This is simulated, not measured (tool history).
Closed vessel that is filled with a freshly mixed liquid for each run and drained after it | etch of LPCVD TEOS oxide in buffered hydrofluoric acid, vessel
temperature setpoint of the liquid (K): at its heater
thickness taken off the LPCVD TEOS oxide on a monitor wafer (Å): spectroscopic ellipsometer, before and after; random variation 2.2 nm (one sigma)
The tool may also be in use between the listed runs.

run  hour  temperature setpoint of the liquid (K)  parts of 40 % ammonium fluoride to one part of 49 % hydrofluoric acid (parts by volume)  time in the liquid (s)  thickness taken off the LPCVD TEOS oxide on a monitor wafer (Å)
  1   0.0                                  295.15                                                                                     12.5                      90                                                           2468.6
  2   4.8                                  297.15                                                                                     12.5                      90                                                           2748.6
  3   7.2                                  297.15                                                                                     15.5                      90                                                           2237.5
  4  15.9                                  298.65                                                                                     15.0                      90                                                           2497.2
  5  22.0                                  298.65                                                                                     12.5                      90                                                           2988.3
  6  28.6                                  298.65                                                                                     14.0                      90                                                           2679.2
  7  29.7                                  299.65                                                                                     13.5                      90                                                           2925.4

The next listed run, before its measurement:
  8  33.4                                  300.65                                                                                     13.5                      90                                                                ?

{"run 8": {"thickness taken off the LPCVD TEOS oxide on a monitor wafer (Å)": 3080.4}}

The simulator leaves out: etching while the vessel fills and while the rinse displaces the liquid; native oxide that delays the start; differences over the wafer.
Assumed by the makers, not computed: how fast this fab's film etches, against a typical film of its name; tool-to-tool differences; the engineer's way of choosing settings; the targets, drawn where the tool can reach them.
